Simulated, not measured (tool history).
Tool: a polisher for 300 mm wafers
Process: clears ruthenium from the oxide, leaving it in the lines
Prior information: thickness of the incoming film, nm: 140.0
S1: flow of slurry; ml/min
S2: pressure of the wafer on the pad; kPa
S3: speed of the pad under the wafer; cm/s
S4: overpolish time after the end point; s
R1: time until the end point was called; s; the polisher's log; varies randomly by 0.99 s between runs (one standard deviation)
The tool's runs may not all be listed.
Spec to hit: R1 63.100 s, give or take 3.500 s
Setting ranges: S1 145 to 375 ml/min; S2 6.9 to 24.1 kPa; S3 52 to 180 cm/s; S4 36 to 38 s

{"run": 1, "hour": 0.0, "S1": 240, "S2": 15.2, "S3": 116, "S4": 36, "R1": 90.749}
{"run": 2, "hour": 7.3, "S1": 240, "S2": 16.5, "S3": 118, "S4": 36, "R1": 82.437}
{"run": 3, "hour": 8.1, "S1": 240, "S2": 16.5, "S3": 118, "S4": 38, "R1": 82.269}
{"run": 4, "hour": 15.8, "S1": 240, "S2": 17.2, "S3": 118, "S4": 38, "R1": 78.83}
{"run": 5, "hour": 23.6, "S1": 240, "S2": 17.2, "S3": 96, "S4": 38, "R1": 97.996}
{"run": 6, "hour": 30.1, "S1": 280, "S2": 17.2, "S3": 96, "S4": 38, "R1": 96.399}
{"run": 7, "hour": 38.5, "S1": 280, "S2": 21.4, "S3": 102, "S4": 38, "R1": 73.751}
{"run": 8, "hour": 47.4, "S1": 280, "S2": 22.1, "S3": 102, "S4": 38, "R1": 69.361}
{"run": 9, "hour": 55.6, "S1": 280, "S2": 22.8, "S3": 102, "S4": 38, "R1": 69.288}

Exactly one of the 5 candidate moves below puts every result within its allowed miss. Which one?
{"run": "A", "hour": 63.8, "S1": 230, "S2": 22.1, "S3": 116, "S4": 38, "R1": "?"}
{"run": "B", "hour": 63.8, "S1": 265, "S2": 21.4, "S3": 90, "S4": 36, "R1": "?"}
{"run": "C", "hour": 63.8, "S1": 270, "S2": 24.1, "S3": 122, "S4": 36, "R1": "?"}
{"run": "D", "hour": 63.8, "S1": 285, "S2": 22.8, "S3": 102, "S4": 38, "R1": "?"}
{"run": "E", "hour": 63.8, "S1": 285, "S2": 22.1, "S3": 100, "S4": 38, "R1": "?"}

move=A R1=63.592
move=B R1=82.496
move=C R1=54.479
move=D R1=68.277
move=E R1=71.725
A: every result within its allowed miss
B: lands further from the targets than the last run did
C: moves the result that the last run missed by most past its target, out the other side
D: gains on the last run, yet a result remains outside its allowed miss
E: lands further from the targets than the last run did
Move A is the one to make.
